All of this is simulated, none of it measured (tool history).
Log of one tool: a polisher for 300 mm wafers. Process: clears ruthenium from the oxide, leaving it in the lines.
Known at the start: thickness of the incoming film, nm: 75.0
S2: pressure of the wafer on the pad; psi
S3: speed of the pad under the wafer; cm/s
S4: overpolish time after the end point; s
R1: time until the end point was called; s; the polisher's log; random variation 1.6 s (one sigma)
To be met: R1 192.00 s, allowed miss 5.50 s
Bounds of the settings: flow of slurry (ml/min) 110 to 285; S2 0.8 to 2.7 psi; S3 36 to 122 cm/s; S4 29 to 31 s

{"run": 1, "day": 0.0, "flow of slurry (ml/min)": 180, "S2": 1.7, "S3": 78, "S4": 29, "R1": 116.6}
{"run": 2, "day": 0.133, "flow of slurry (ml/min)": 175, "S2": 1.6, "S3": 78, "S4": 29, "R1": 123.32}
{"run": 3, "day": 0.375, "flow of slurry (ml/min)": 175, "S2": 1.6, "S3": 92, "S4": 29, "R1": 107.28}
{"run": 4, "day": 0.483, "flow of slurry (ml/min)": 175, "S2": 1.4, "S3": 92, "S4": 29, "R1": 119.32}
{"run": 5, "day": 0.675, "flow of slurry (ml/min)": 170, "S2": 1.3, "S3": 90, "S4": 29, "R1": 133.46}
{"run": 6, "day": 0.912, "flow of slurry (ml/min)": 165, "S2": 1.2, "S3": 90, "S4": 29, "R1": 142.19}
{"run": 7, "day": 1.046, "flow of slurry (ml/min)": 160, "S2": 1.1, "S3": 90, "S4": 29, "R1": 156.12}
{"run": 8, "day": 1.325, "flow of slurry (ml/min)": 155, "S2": 1.1, "S3": 90, "S4": 29, "R1": 157.81}
{"run": 9, "day": 1.442, "flow of slurry (ml/min)": 150, "S2": 1.1, "S3": 90, "S4": 29, "R1": 159.24}
{"run": 10, "day": 1.55, "flow of slurry (ml/min)": 145, "S2": 1.1, "S3": 90, "S4": 29, "R1": 160.2}
{"run": 11, "day": 1.733, "flow of slurry (ml/min)": 130, "S2": 0.8, "S3": 90, "S4": 29, "R1": 217.28}

4 next moves are on the table. One of them brings every result within its allowed miss. Which?
{"run": "A", "day": 1.917, "flow of slurry (ml/min)": 215, "S2": 0.9, "S3": 76, "S4": 31, "R1": "?"}
{"run": "B", "day": 1.917, "flow of slurry (ml/min)": 125, "S2": 0.9, "S3": 98, "S4": 30, "R1": "?"}
{"run": "C", "day": 1.917, "flow of slurry (ml/min)": 120, "S2": 0.9, "S3": 100, "S4": 31, "R1": "?"}
{"run": "D", "day": 1.917, "flow of slurry (ml/min)": 115, "S2": 1.2, "S3": 70, "S4": 31, "R1": "?"}

move=A R1=216.32
move=B R1=180.31
move=C R1=177.78
move=D R1=192.34
A: as far off as the last run
B: takes the result that was furthest off past its target
C: takes the result that was furthest off past its target
D: meets every target
Answer: D
